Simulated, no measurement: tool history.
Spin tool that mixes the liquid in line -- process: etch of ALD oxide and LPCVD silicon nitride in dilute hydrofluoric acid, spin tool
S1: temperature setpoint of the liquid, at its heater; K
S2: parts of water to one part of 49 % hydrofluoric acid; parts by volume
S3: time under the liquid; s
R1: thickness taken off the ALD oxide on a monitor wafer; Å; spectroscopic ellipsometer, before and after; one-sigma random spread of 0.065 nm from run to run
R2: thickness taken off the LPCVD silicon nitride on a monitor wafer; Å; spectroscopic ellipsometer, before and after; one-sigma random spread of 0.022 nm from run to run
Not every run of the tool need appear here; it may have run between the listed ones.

run 1 hour=0.0 | S1=294.15 S2=140 S3=120 | R1=103.97 R2=3.3441
run 2 hour=4.9 | S1=296.15 S2=140 S3=120 | R1=112.90 R2=4.1058
run 3 hour=13.0 | S1=295.15 S2=140 S3=120 | R1=109.19 R2=3.7362
run 4 hour=20.9 | S1=293.65 S2=140 S3=120 | R1=101.66 R2=3.4594
run 5 hour=23.5 | S1=293.15 S2=140 S3=120 | R1=100.94 R2=3.3821
run 6 hour=30.7 | S1=293.15 S2=140 S3=155 | R1=131.47 R2=4.4018
run 7 hour=35.5 | S1=292.65 S2=145 S3=155 | R1=123.02 R2=4.3169
run 8 hour=41.6 | S1=292.15 S2=150 S3=155 | R1=115.36 R2=3.8034

For run 9, what comes out?
run 9 hour=42.4 | S1=291.65 S2=155 S3=155 | R1=? R2=?

{"run 9": {"R1": 108.22, "R2": 3.7109}}
